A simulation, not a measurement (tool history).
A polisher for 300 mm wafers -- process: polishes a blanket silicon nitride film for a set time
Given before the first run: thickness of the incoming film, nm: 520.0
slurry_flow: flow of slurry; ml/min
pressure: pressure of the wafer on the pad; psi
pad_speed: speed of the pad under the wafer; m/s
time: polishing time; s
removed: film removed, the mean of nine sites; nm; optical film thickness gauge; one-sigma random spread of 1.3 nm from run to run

Run 1, hour 0.0: slurry_flow 125 ml/min, pressure 4.0 psi, pad_speed 1.34 m/s, time 91 s. Result: removed 261.420 nm.
Run 2, hour 4.3: slurry_flow 120 ml/min, pressure 3.7 psi, pad_speed 1.26 m/s, time 91 s. Result: removed 225.990 nm.
Run 3, hour 6.0: slurry_flow 115 ml/min, pressure 3.4 psi, pad_speed 1.22 m/s, time 91 s. Result: removed 203.510 nm.
Run 4, hour 12.4: slurry_flow 115 ml/min, pressure 3.2 psi, pad_speed 1.18 m/s, time 91 s. Result: removed 187.620 nm.
Run 5, hour 15.9: slurry_flow 115 ml/min, pressure 3.0 psi, pad_speed 1.14 m/s, time 91 s. Result: removed 168.420 nm.
Run 6, hour 22.0: slurry_flow 115 ml/min, pressure 2.8 psi, pad_speed 1.12 m/s, time 91 s. Result: removed 160.370 nm.
Run 7, hour 24.9: slurry_flow 115 ml/min, pressure 2.8 psi, pad_speed 1.12 m/s, time 91 s. Result: removed 156.030 nm.

Run 8 is up next; what results do you expect?
Run 8, hour 25.5: slurry_flow 100 ml/min, pressure 1.8 psi, pad_speed 0.90 m/s, time 91 s. Result: removed ?.

removed: 88.215 nm

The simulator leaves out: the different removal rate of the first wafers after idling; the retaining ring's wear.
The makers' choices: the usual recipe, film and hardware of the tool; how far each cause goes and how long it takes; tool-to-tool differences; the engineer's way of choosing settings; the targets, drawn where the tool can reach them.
